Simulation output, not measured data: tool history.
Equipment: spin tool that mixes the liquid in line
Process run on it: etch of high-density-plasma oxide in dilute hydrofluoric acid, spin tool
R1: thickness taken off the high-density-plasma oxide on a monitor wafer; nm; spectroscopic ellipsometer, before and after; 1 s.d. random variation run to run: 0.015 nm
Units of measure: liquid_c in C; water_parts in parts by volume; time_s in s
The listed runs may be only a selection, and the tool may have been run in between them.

run 1 hour=0 | liquid_c=22 water_parts=290 time_s=85 | R1=1.8144
run 2 hour=2 | liquid_c=23.5 water_parts=290 time_s=85 | R1=1.9179
run 3 hour=9.6 | liquid_c=20 water_parts=290 time_s=85 | R1=1.6757
run 4 hour=13.8 | liquid_c=20 water_parts=250 time_s=85 | R1=2.0363
run 5 hour=14.3 | liquid_c=20 water_parts=250 time_s=85 | R1=2.0424
run 6 hour=14.8 | liquid_c=22 water_parts=250 time_s=85 | R1=2.1949
run 7 hour=20.4 | liquid_c=23 water_parts=250 time_s=85 | R1=2.2589
run 8 hour=21.5 | liquid_c=24 water_parts=250 time_s=85 | R1=2.3632
run 9 hour=25.9 | liquid_c=24.5 water_parts=250 time_s=85 | R1=2.4139

Estimate the outcome of run 10 from the log above:
run 10 hour=31.4 | liquid_c=25 water_parts=250 time_s=85 | R1=?

{"run 10": {"R1": 2.4476}}

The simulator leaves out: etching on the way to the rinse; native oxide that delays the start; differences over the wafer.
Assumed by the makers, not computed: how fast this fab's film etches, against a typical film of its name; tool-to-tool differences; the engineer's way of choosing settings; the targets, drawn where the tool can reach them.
